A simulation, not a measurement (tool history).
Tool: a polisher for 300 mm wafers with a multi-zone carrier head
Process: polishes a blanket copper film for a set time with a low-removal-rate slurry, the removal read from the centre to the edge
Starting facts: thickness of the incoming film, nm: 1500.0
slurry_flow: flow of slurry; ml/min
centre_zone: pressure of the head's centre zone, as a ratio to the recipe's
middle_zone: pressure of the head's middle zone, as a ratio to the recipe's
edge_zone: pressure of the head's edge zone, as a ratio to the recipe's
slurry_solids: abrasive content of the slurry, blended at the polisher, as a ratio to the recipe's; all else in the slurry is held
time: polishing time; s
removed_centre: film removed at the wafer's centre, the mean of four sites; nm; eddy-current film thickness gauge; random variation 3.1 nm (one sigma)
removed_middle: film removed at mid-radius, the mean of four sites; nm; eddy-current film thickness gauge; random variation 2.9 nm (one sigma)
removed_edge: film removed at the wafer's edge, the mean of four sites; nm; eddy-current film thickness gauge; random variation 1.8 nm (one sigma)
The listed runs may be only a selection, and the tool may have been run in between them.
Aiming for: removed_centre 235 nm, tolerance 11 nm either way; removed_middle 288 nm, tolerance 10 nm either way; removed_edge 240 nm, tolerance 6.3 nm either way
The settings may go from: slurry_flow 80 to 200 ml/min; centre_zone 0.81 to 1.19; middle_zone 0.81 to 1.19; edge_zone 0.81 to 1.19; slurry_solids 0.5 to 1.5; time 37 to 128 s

run  hour  slurry_flow  centre_zone  middle_zone  edge_zone  slurry_solids  time  removed_centre  removed_middle  removed_edge
  1     0          130            1            1          1              1    82           329.5          344.44        333.77
  2   6.7          125         0.99         1.01       0.97            0.9    80           311.2          328.68        315.22
  3  11.5          125         0.95         1.01       0.97            0.9    80          303.44          329.37        316.12
  4  17.4          125         0.95         1.01       0.97              1    80          299.54          332.31        325.26
  5  22.3          125         0.95         1.01       0.97            0.9    80          290.29          320.46        315.37
  6  29.5          125         0.95         1.01       0.97            0.9    68           255.3          277.48        268.43
  7  37.8          120         0.95         1.03       0.95           0.85    68          243.15          276.18        258.45
  8  45.5          120         0.96         1.04       0.94           0.85    68          246.29          277.52        262.57
  9  53.4          120         0.97         1.06       0.92            0.8    68          244.52          277.42        254.59
 10  56.7          120         0.97         1.08       0.91            0.8    68          249.09          280.84        255.46
 11  60.6          120         0.97          1.1       0.89            0.8    68          249.46          288.04         247.6

4 next moves are on the table. One of them brings every result within its allowed miss. Which?
  A  64.5          125         0.97         1.09       0.91            0.9    62               ?               ?             ?
  B  64.5          105         0.99         1.19       0.83           1.05    62               ?               ?             ?
  C  64.5          105         1.05         1.15       0.94           0.85    60               ?               ?             ?
  D  64.5          130         0.93         1.13       0.91           0.55    68               ?               ?             ?

move  removed_centre  removed_middle  removed_edge
   A          232.03           268.6        236.59
   B          233.22          286.06        227.64
   C          231.11          259.49        223.96
   D          228.46          284.09        242.04
A: brings the result that was furthest off to its target, and leaves another outside
B: brings the result that was furthest off to its target, and leaves another outside
C: brings the result that was furthest off to its target, and leaves another outside
D: all results land within tolerance of their targets
So the answer is move D, the one that meets all the targets.

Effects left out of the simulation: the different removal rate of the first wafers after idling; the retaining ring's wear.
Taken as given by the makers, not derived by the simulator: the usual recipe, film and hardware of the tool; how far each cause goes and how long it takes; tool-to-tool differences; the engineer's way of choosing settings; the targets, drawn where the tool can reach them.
